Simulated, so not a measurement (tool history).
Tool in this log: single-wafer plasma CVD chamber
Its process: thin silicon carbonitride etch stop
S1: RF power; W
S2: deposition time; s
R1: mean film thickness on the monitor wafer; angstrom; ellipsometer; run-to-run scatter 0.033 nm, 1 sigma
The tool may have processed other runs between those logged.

run	hour	S1	S2	R1
1	0.0	205	10.2	54.291
2	8.5	205	9.2	48.798
3	10.5	210	9.5	51.159
4	17.4	195	9.5	49.574
5	20.8	200	9.8	51.568
6	23.9	200	10.8	56.885
7	30.6	205	10.9	58.340
8	37.8	210	11.0	58.667
9	39.4	215	11.1	60.383
10	44.4	220	11.1	60.356

Run 11 is up next; what results do you expect?
11	46.0	225	11.2	?

{"run 11": {"R1": 61.505}}

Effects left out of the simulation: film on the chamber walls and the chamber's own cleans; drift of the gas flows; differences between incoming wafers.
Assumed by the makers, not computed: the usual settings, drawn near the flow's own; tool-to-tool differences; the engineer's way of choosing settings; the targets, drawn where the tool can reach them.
